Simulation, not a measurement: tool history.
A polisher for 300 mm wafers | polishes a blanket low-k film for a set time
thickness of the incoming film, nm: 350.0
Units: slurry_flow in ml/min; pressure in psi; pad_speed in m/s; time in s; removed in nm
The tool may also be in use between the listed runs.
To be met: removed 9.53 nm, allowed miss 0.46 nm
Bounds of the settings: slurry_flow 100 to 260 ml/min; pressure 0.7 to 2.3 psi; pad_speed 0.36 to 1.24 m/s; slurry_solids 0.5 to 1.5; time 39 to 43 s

| run | hour | slurry_flow | pressure | pad_speed | slurry_solids | time | removed |
|---|---|---|---|---|---|---|---|
| 1 | 0 | 165 | 1.5 | 0.8 | 1 | 43 | 12.377 |
| 2 | 7.7 | 165 | 1.8 | 0.8 | 1 | 43 | 13.878 |
| 3 | 16.1 | 165 | 1.8 | 0.8 | 1 | 43 | 14.129 |
| 4 | 22.2 | 190 | 1.8 | 0.8 | 1 | 43 | 14.251 |
| 5 | 28 | 190 | 1.6 | 0.78 | 1 | 43 | 12.904 |
| 6 | 30.6 | 190 | 1.5 | 0.76 | 1 | 43 | 12.181 |
| 7 | 34 | 190 | 1.4 | 0.74 | 1 | 43 | 11.855 |
| 8 | 35 | 190 | 1.3 | 0.72 | 1 | 43 | 10.923 |

Which of these 5 next moves meets every target?
| A | 36 | 180 | 1.2 | 0.58 | 1.05 | 39 | ? |
| B | 36 | 210 | 1.3 | 0.86 | 0.85 | 40 | ? |
| C | 36 | 170 | 0.9 | 0.58 | 1.25 | 43 | ? |
| D | 36 | 205 | 1.3 | 0.56 | 1.05 | 41 | ? |
| E | 36 | 170 | 1.5 | 0.84 | 1.2 | 40 | ? |

| move | removed |
|---|---|
| A | 8.6765 |
| B | 10.876 |
| C | 8.559 |
| D | 9.5959 |
| E | 12.902 |
A: takes the result that was furthest off past its target
B: as far off as the last run
C: takes the result that was furthest off past its target
D: meets every target
E: further off than the last run
Answer: D
